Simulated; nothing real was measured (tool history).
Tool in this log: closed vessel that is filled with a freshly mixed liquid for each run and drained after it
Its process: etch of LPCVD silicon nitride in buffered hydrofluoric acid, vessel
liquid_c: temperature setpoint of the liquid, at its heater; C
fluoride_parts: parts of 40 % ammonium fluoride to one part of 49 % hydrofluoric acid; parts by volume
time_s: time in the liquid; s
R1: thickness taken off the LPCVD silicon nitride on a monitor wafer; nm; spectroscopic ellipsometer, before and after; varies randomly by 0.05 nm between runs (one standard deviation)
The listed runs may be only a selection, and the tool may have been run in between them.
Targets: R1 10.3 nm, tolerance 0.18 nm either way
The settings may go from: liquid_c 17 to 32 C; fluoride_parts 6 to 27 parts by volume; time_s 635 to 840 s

{"run": 1, "day": 0.0, "liquid_c": 25, "fluoride_parts": 16.5, "time_s": 840, "R1": 6.465}
{"run": 2, "day": 0.408, "liquid_c": 27.5, "fluoride_parts": 16, "time_s": 840, "R1": 7.7133}
{"run": 3, "day": 0.646, "liquid_c": 29, "fluoride_parts": 16, "time_s": 840, "R1": 8.3214}
{"run": 4, "day": 0.804, "liquid_c": 29, "fluoride_parts": 16, "time_s": 635, "R1": 6.2825}
{"run": 5, "day": 1.071, "liquid_c": 30, "fluoride_parts": 13.5, "time_s": 635, "R1": 7.8424}
{"run": 6, "day": 1.354, "liquid_c": 30, "fluoride_parts": 13.5, "time_s": 635, "R1": 7.847}
{"run": 7, "day": 1.583, "liquid_c": 30.5, "fluoride_parts": 12, "time_s": 635, "R1": 9.0158}
{"run": 8, "day": 1.754, "liquid_c": 31, "fluoride_parts": 11.5, "time_s": 635, "R1": 9.6272}
{"run": 9, "day": 1.875, "liquid_c": 31.5, "fluoride_parts": 11.5, "time_s": 635, "R1": 9.9924}

Which of these 4 next moves meets every target?
{"run": "A", "day": 1.996, "liquid_c": 31.5, "fluoride_parts": 11, "time_s": 660, "R1": "?"}
{"run": "B", "day": 1.996, "liquid_c": 29, "fluoride_parts": 12.5, "time_s": 810, "R1": "?"}
{"run": "C", "day": 1.996, "liquid_c": 31.5, "fluoride_parts": 11.5, "time_s": 680, "R1": "?"}
{"run": "D", "day": 1.996, "liquid_c": 29.5, "fluoride_parts": 12, "time_s": 800, "R1": "?"}

move=A R1=10.832
move=B R1=10.291
move=C R1=10.686
move=D R1=10.862
A: takes the biggest miss from the last run beyond its target
B: every result within its allowed miss
C: takes the biggest miss from the last run beyond its target
D: takes the biggest miss from the last run beyond its target
The move that meets every target is B.
